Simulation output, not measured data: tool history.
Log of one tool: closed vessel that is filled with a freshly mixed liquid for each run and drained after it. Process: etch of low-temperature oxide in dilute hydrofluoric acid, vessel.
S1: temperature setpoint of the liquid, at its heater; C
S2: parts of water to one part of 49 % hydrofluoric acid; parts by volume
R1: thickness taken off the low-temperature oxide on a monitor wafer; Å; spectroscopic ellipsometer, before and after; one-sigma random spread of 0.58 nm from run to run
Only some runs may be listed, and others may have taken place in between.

{"run": 1, "hour": 0.0, "S1": 24.0, "S2": 160, "time in the liquid (s)": 590, "R1": 502.05}
{"run": 2, "hour": 6.1, "S1": 26.0, "S2": 150, "time in the liquid (s)": 590, "R1": 575.24}
{"run": 3, "hour": 14.6, "S1": 27.5, "S2": 140, "time in the liquid (s)": 590, "R1": 666.11}
{"run": 4, "hour": 15.4, "S1": 24.5, "S2": 140, "time in the liquid (s)": 590, "R1": 589.5}
{"run": 5, "hour": 22.4, "S1": 24.5, "S2": 85, "time in the liquid (s)": 590, "R1": 1037.7}
{"run": 6, "hour": 24.2, "S1": 23.5, "S2": 85, "time in the liquid (s)": 590, "R1": 1011.2}
{"run": 7, "hour": 30.7, "S1": 23.0, "S2": 85, "time in the liquid (s)": 590, "R1": 994.09}

Estimate the outcome of run 8 from the log above:
{"run": 8, "hour": 38.3, "S1": 22.5, "S2": 85, "time in the liquid (s)": 590, "R1": "?"}

{"run 8": {"R1": 963.98}}

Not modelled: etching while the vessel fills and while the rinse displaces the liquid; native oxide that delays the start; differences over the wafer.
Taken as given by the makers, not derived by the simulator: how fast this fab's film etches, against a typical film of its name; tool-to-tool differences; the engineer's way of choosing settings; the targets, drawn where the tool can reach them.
